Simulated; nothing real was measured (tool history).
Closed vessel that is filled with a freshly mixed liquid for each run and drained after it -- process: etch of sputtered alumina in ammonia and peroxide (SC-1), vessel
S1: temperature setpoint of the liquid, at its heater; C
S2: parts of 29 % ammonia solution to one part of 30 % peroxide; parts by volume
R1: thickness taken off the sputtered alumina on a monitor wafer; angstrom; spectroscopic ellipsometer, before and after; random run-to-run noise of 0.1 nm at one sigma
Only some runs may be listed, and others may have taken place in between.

{"run": 1, "hour": 0.0, "S1": 48.0, "S2": 0.55, "time in the liquid (s)": 150, "R1": 69.643}
{"run": 2, "hour": 4.6, "S1": 49.0, "S2": 0.55, "time in the liquid (s)": 150, "R1": 72.695}
{"run": 3, "hour": 9.6, "S1": 49.0, "S2": 0.55, "time in the liquid (s)": 150, "R1": 73.471}
{"run": 4, "hour": 18.5, "S1": 49.0, "S2": 0.55, "time in the liquid (s)": 150, "R1": 72.664}
{"run": 5, "hour": 25.9, "S1": 50.0, "S2": 0.55, "time in the liquid (s)": 150, "R1": 76.928}
{"run": 6, "hour": 27.6, "S1": 50.0, "S2": 0.65, "time in the liquid (s)": 150, "R1": 77.869}
{"run": 7, "hour": 30.3, "S1": 51.0, "S2": 0.65, "time in the liquid (s)": 150, "R1": 83.429}
{"run": 8, "hour": 32.2, "S1": 51.5, "S2": 0.65, "time in the liquid (s)": 150, "R1": 84.538}
{"run": 9, "hour": 38.4, "S1": 52.0, "S2": 0.65, "time in the liquid (s)": 150, "R1": 88.884}
{"run": 10, "hour": 41.9, "S1": 52.5, "S2": 0.65, "time in the liquid (s)": 150, "R1": 89.487}
{"run": 11, "hour": 48.4, "S1": 53.0, "S2": 0.65, "time in the liquid (s)": 150, "R1": 90.913}

Expected results for the next run?
{"run": 12, "hour": 53.1, "S1": 53.5, "S2": 0.65, "time in the liquid (s)": 150, "R1": "?"}

{"run 12": {"R1": 94.205}}
